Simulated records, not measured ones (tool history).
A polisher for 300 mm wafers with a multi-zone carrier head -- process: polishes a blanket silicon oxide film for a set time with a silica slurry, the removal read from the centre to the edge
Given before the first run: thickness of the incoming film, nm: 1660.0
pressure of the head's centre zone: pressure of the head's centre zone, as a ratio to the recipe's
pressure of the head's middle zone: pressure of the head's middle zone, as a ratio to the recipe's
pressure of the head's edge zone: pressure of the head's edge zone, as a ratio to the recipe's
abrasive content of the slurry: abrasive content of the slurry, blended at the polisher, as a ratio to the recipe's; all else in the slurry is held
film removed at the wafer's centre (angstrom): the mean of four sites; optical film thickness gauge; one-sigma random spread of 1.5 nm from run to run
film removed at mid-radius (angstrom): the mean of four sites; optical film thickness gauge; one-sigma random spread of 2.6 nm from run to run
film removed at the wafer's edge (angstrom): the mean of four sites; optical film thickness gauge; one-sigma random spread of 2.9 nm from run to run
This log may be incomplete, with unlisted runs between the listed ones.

| run | hour | flow of slurry (ml/min) | pressure of the head's centre zone | pressure of the head's middle zone | pressure of the head's edge zone | abrasive content of the slurry | polishing time (s) | film removed at the wafer's centre (angstrom) | film removed at mid-radius (angstrom) | film removed at the wafer's edge (angstrom) |
|---|---|---|---|---|---|---|---|---|---|---|
| 1 | 0.0 | 290 | 1.00 | 1.00 | 1.00 | 1.00 | 90 | 2344.9 | 2321.4 | 2305.4 |
| 2 | 8.5 | 290 | 1.00 | 0.95 | 1.00 | 1.00 | 90 | 2332.1 | 2162.3 | 2279.5 |
| 3 | 14.8 | 250 | 1.00 | 0.95 | 1.00 | 1.00 | 90 | 2312.5 | 2201.7 | 2253.4 |
| 4 | 18.9 | 250 | 1.00 | 0.94 | 0.99 | 1.00 | 90 | 2289.5 | 2157.0 | 2305.8 |
| 5 | 25.1 | 260 | 1.01 | 0.94 | 0.99 | 0.95 | 90 | 2312.9 | 2062.4 | 2247.0 |
| 6 | 31.1 | 265 | 1.01 | 0.94 | 0.98 | 0.95 | 90 | 2309.9 | 2126.3 | 2161.6 |
| 7 | 37.6 | 265 | 1.01 | 0.93 | 0.98 | 0.95 | 90 | 2290.3 | 2166.7 | 2180.2 |
| 8 | 43.4 | 265 | 1.01 | 0.93 | 0.98 | 0.95 | 90 | 2302.2 | 2108.4 | 2256.3 |
| 9 | 45.3 | 265 | 1.02 | 0.93 | 0.98 | 0.90 | 90 | 2299.6 | 2087.4 | 2177.9 |
| 10 | 45.8 | 265 | 1.02 | 0.92 | 0.97 | 0.90 | 90 | 2254.9 | 2049.7 | 2132.4 |
| 11 | 49.3 | 265 | 1.02 | 0.91 | 0.97 | 0.90 | 90 | 2249.7 | 2046.6 | 2176.4 |

Expected results for the next run?
| 12 | 54.1 | 265 | 1.03 | 0.90 | 0.96 | 0.90 | 90 | ? | ? | ? |

Run 12 produced film removed at the wafer's centre (angstrom) 2299.1, film removed at mid-radius (angstrom) 2006.9, film removed at the wafer's edge (angstrom) 2148.3.
